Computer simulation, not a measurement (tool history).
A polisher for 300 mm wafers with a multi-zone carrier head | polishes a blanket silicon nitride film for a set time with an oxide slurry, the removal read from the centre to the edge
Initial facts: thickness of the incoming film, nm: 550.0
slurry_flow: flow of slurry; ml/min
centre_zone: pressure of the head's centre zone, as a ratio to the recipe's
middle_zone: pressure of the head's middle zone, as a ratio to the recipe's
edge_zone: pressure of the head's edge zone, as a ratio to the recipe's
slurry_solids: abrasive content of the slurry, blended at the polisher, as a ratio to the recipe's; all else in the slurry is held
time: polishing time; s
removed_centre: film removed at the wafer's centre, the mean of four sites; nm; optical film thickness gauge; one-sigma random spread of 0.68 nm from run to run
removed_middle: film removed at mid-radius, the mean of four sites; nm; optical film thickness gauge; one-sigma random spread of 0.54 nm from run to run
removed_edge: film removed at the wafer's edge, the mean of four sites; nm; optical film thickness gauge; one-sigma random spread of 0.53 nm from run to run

Run 1, hour 0: slurry_flow 280 ml/min, centre_zone 1, middle_zone 1, edge_zone 1, slurry_solids 1, time 78 s. Result: removed_centre 74.839 nm, removed_middle 72.289 nm, removed_edge 75.489 nm.
Run 2, hour 4.5: slurry_flow 270 ml/min, centre_zone 0.99, middle_zone 0.95, edge_zone 1, slurry_solids 1, time 78 s. Result: removed_centre 74.017 nm, removed_middle 70.909 nm, removed_edge 75.233 nm.
Run 3, hour 12.1: slurry_flow 210 ml/min, centre_zone 0.99, middle_zone 0.95, edge_zone 1, slurry_solids 1, time 78 s. Result: removed_centre 71.52 nm, removed_middle 67.85 nm, removed_edge 74.044 nm.
Run 4, hour 15.2: slurry_flow 210 ml/min, centre_zone 0.92, middle_zone 0.95, edge_zone 1, slurry_solids 1, time 78 s. Result: removed_centre 67.338 nm, removed_middle 68.937 nm, removed_edge 73.943 nm.
Run 5, hour 24.1: slurry_flow 210 ml/min, centre_zone 0.92, middle_zone 0.95, edge_zone 1, slurry_solids 1, time 62 s. Result: removed_centre 52.696 nm, removed_middle 54.68 nm, removed_edge 59.23 nm.
Run 6, hour 26.3: slurry_flow 280 ml/min, centre_zone 0.92, middle_zone 0.95, edge_zone 1, slurry_solids 1, time 62 s. Result: removed_centre 55.348 nm, removed_middle 56.211 nm, removed_edge 60.146 nm.
Run 7, hour 29.2: slurry_flow 285 ml/min, centre_zone 0.95, middle_zone 0.93, edge_zone 1.04, slurry_solids 1.05, time 62 s. Result: removed_centre 57.136 nm, removed_middle 56.089 nm, removed_edge 62.48 nm.
Run 8, hour 31.2: slurry_flow 290 ml/min, centre_zone 0.98, middle_zone 0.92, edge_zone 1.07, slurry_solids 1.1, time 62 s. Result: removed_centre 61.276 nm, removed_middle 57.119 nm, removed_edge 64.378 nm.

The next listed run, before its measurement:
Run 9, hour 33.1: slurry_flow 290 ml/min, centre_zone 0.99, middle_zone 0.9, edge_zone 1.1, slurry_solids 1.15, time 62 s. Result: removed_centre ?, removed_middle ?, removed_edge ?.

removed_centre: 62.913 nm
removed_middle: 57.999 nm
removed_edge: 66.752 nm

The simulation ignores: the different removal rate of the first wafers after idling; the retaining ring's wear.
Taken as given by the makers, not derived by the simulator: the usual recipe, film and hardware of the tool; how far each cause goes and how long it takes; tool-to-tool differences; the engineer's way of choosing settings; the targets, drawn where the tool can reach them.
